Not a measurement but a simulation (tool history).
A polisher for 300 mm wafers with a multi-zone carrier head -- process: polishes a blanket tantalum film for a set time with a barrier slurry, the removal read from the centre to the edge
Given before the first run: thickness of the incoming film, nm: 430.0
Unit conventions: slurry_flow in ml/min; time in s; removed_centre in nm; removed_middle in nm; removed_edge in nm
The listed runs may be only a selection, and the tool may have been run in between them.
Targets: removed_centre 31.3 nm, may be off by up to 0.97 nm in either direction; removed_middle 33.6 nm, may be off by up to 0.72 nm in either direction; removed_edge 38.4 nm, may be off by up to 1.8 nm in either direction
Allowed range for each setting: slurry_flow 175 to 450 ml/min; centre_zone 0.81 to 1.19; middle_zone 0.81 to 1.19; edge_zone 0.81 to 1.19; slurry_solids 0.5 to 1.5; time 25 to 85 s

run,hour,slurry_flow,centre_zone,middle_zone,edge_zone,slurry_solids,time,removed_centre,removed_middle,removed_edge
1,0,290,1,1,1,1,55,45.429,45.646,45.212
2,7.8,290,1,0.91,1,1,55,45.524,42.823,47.037
3,16.4,290,0.96,0.91,1,1,55,44.179,42.531,45.844
4,23.8,290,1.01,0.91,1,1,55,45.441,42.801,46.599
5,32.3,290,1.01,0.91,1,0.85,55,43.717,41.047,43.491
6,35.9,270,0.96,0.9,1.05,0.75,54,40.141,38.107,43.299
7,41.9,260,0.92,0.91,1.06,0.7,53,36.691,37.226,40.439
8,43,250,0.89,0.89,1.07,0.7,53,35.876,36.443,41.262
9,50.2,245,0.87,0.88,1.07,0.65,53,33.66,35.193,41.019
10,55.1,240,0.87,0.88,1.05,0.65,53,34.57,34.976,39.909
11,61.6,240,0.86,0.88,1.05,0.65,53,34.152,34.858,38.829
12,62.7,235,0.85,0.88,1.06,0.65,53,33.853,34.832,39.043
13,70,235,0.84,0.88,1.07,0.65,53,33.483,34.907,39.788
14,76.5,235,0.84,0.88,1.07,0.65,53,33.4,35.118,40.142
15,80.5,235,0.83,0.88,1.07,0.65,53,33.059,34.661,41.06
16,85.3,210,0.81,0.89,0.99,0.55,53,30.329,33.357,36.073

Which single option among these 4 for the next run brings every result within its allowed miss of target? Just one does.
A,90.1,215,0.9,0.96,0.89,0.55,51,?,?,?
B,90.1,175,0.9,0.83,1.04,0.7,52,?,?,?
C,90.1,175,0.81,0.81,1,0.5,58,?,?,?
D,90.1,280,0.81,0.87,1.07,0.6,51,?,?,?

move,removed_centre,removed_middle,removed_edge
A,31.379,34.141,32.865
B,33.058,32.403,37.794
C,30.887,32.318,37.637
D,30.628,33.525,37.683
A: the biggest miss grows against the last run
B: meets the target for the result that was furthest off, but another lies outside its allowed miss
C: meets the target for the result that was furthest off, but another lies outside its allowed miss
D: meets every target
The right move is D.
